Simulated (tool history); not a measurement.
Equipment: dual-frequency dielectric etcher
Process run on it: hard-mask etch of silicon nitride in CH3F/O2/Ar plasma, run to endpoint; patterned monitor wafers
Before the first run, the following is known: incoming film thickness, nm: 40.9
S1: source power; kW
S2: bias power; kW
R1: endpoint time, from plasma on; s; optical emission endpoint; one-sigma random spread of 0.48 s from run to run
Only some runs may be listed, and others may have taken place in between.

run 1 hour=0.0 | S1=0.370 S2=0.070 | R1=57.448
run 2 hour=7.7 | S1=0.340 S2=0.070 | R1=58.820
run 3 hour=11.9 | S1=0.340 S2=0.077 | R1=57.020
run 4 hour=14.1 | S1=0.400 S2=0.077 | R1=53.329
run 5 hour=16.1 | S1=0.380 S2=0.077 | R1=54.976
run 6 hour=20.0 | S1=0.360 S2=0.075 | R1=56.614

Run 7, settings as shown, results not yet in. Your forecast:
run 7 hour=24.5 | S1=0.350 S2=0.074 | R1=?

Run 7 came out at R1 57.209 s.
